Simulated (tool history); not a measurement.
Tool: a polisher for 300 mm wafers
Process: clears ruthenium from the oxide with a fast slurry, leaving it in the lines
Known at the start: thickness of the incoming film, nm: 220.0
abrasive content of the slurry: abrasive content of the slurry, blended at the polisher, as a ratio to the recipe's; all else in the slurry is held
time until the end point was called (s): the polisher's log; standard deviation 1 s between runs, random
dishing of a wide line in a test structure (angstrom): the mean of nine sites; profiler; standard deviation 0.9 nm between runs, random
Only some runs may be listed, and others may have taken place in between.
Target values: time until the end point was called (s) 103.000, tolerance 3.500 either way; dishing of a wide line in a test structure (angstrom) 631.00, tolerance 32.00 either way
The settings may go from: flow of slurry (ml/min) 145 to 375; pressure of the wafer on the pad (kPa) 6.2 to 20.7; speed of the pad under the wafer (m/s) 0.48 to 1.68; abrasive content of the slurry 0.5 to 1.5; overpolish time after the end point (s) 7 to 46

run	day	flow of slurry (ml/min)	pressure of the wafer on the pad (kPa)	speed of the pad under the wafer (m/s)	abrasive content of the slurry	overpolish time after the end point (s)	time until the end point was called (s)	dishing of a wide line in a test structure (angstrom)
1	0.000	240	13.1	1.08	1.0	24	61.793	720.44
2	0.046	235	11.0	1.08	1.0	27	72.827	705.49
3	0.279	235	13.1	1.08	1.0	27	62.010	790.64
4	0.467	235	16.5	1.08	1.0	27	51.074	907.96
5	0.762	230	13.1	1.06	1.0	28	64.273	803.51
6	0.850	225	11.0	1.06	1.0	29	74.923	719.32
7	1.208	215	9.7	1.06	1.0	30	83.098	698.77
8	1.533	215	9.7	1.06	1.0	30	82.661	677.09
9	1.775	205	9.0	1.06	1.0	31	90.771	665.92
# day 1.950: head pressure recalibrated
10	1.950	190	9.0	1.06	1.0	31	97.778	618.42
11	2.242	185	9.0	1.06	1.0	32	99.012	624.79
12	2.533	180	9.0	1.06	1.0	32	98.748	621.75
13	2.621	175	9.0	1.06	1.0	33	99.296	637.96

Below are 5 possible settings for the next run. Only one of them brings all results inside the allowed miss of their targets. Which is it?
A	2.708	180	9.0	1.08	1.0	32	?	?
B	2.708	145	8.3	1.06	1.1	31	?	?
C	2.708	145	7.6	1.08	1.3	34	?	?
D	2.708	165	9.0	1.02	1.0	29	?	?
E	2.708	145	7.6	1.26	1.1	31	?	?

move	time until the end point was called (s)	dishing of a wide line in a test structure (angstrom)
A	97.367	627.76
B	105.480	568.47
C	103.780	625.99
D	104.410	540.39
E	95.456	621.19
A: the biggest miss grows against the last run
B: the furthest-off result lands on target, but another misses its tolerance
C: hits every target within its allowed miss
D: the furthest-off result lands on target, but another misses its tolerance
E: the biggest miss grows against the last run
So the answer is move C, the one that meets all the targets.

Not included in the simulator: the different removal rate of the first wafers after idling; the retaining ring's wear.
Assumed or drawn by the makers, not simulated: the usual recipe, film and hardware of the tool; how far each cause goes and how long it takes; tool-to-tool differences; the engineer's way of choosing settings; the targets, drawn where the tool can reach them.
